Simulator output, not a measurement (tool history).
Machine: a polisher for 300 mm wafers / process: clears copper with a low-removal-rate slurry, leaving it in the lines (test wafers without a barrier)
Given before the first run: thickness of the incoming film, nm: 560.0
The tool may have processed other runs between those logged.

run,hour,flow of slurry (ml/min),pressure of the wafer on the pad (kPa),speed of the pad under the wafer (m/s),abrasive content of the slurry,overpolish time after the end point (s),time until the end point was called (s),dishing of a wide line in a test structure (Å)
1,0,205,26.2,1.22,1,22,142.46,467.48
2,7.9,205,24.8,1.2,1,23,150.59,462.34
3,16.8,205,23.4,1.18,1,24,164.5,433
4,18.7,205,23.4,0.94,1,24,202.03,377.13
5,26.2,205,22.8,0.94,1,25,199.88,366.61
6,29.6,205,22.1,0.94,1,27,212.79,394.55
7,32.1,205,15.9,0.92,1,32,288.65,347.8

What does the tool deliver on the next run?
8,37.4,205,16.5,0.92,1,34,?,?

Run 8 gave time until the end point was called (s) 282.53, dishing of a wide line in a test structure (Å) 371.4.

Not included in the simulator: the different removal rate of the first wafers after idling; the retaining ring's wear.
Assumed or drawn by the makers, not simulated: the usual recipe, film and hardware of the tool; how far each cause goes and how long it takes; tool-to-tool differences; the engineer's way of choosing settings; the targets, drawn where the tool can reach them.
